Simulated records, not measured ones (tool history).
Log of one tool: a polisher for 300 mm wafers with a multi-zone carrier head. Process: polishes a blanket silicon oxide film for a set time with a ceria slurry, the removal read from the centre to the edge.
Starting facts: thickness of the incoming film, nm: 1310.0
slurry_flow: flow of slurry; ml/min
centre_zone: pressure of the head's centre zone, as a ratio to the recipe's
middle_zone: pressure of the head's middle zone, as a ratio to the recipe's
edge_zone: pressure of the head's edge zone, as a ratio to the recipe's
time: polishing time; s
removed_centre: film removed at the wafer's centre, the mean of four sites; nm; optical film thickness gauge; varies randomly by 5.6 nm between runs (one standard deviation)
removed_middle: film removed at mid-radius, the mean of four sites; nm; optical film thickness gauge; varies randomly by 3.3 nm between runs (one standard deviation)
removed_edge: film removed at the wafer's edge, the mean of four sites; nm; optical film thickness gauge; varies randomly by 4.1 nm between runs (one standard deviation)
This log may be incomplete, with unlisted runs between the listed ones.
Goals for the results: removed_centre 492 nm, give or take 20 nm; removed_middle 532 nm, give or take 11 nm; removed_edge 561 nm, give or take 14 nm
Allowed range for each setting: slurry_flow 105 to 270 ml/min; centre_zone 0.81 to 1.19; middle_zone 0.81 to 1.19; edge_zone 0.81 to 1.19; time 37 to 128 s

| run | hour | slurry_flow | centre_zone | middle_zone | edge_zone | time | removed_centre | removed_middle | removed_edge |
|---|---|---|---|---|---|---|---|---|---|
| 1 | 0 | 175 | 1 | 1 | 1 | 82 | 470.6 | 458.08 | 465.59 |
| 2 | 5.4 | 215 | 1 | 1 | 1 | 82 | 486.03 | 472.52 | 476.63 |
| 3 | 13.8 | 215 | 1 | 1 | 0.96 | 82 | 488.83 | 470 | 466.26 |
| 4 | 15 | 215 | 1 | 1 | 0.96 | 91 | 534.63 | 524.69 | 518.66 |
| 5 | 23.8 | 215 | 0.99 | 1 | 0.98 | 91 | 536.86 | 527.41 | 521.23 |
| 6 | 29.4 | 215 | 0.99 | 0.95 | 0.98 | 91 | 534.26 | 499.41 | 512.28 |
| 7 | 33.8 | 220 | 0.98 | 0.96 | 1 | 91 | 531.67 | 507.07 | 529.53 |
| 8 | 37.8 | 225 | 0.97 | 0.96 | 1.01 | 91 | 521.94 | 512.52 | 529.06 |
| 9 | 42 | 230 | 0.96 | 0.96 | 1.02 | 91 | 510.58 | 511.98 | 530.68 |
|  | 48.2 | worn pad replaced by a new one |
| 10 | 48.2 | 235 | 0.96 | 0.96 | 1.03 | 91 | 561.64 | 561.12 | 579.21 |
| 11 | 55 | 230 | 0.95 | 0.96 | 1.03 | 91 | 547.68 | 553.79 | 575.54 |

Which one of the following 4 next-run settings gets every result inside its allowed miss? There is exactly one.
| A | 61.8 | 210 | 0.89 | 0.98 | 1.09 | 87 | ? | ? | ? |
| B | 61.8 | 205 | 0.99 | 0.88 | 1.04 | 94 | ? | ? | ? |
| C | 61.8 | 225 | 0.98 | 0.91 | 1.07 | 87 | ? | ? | ? |
| D | 61.8 | 220 | 1 | 1.01 | 1.03 | 84 | ? | ? | ? |

| move | removed_centre | removed_middle | removed_edge |
|---|---|---|---|
| A | 501.08 | 527 | 557.23 |
| B | 599.93 | 518.41 | 587.55 |
| C | 557.94 | 499.93 | 556.7 |
| D | 548.28 | 525.15 | 525.68 |
A: all results in spec
B: further off than the last run
C: further off than the last run
D: no better and no worse than the last run
Answer: A

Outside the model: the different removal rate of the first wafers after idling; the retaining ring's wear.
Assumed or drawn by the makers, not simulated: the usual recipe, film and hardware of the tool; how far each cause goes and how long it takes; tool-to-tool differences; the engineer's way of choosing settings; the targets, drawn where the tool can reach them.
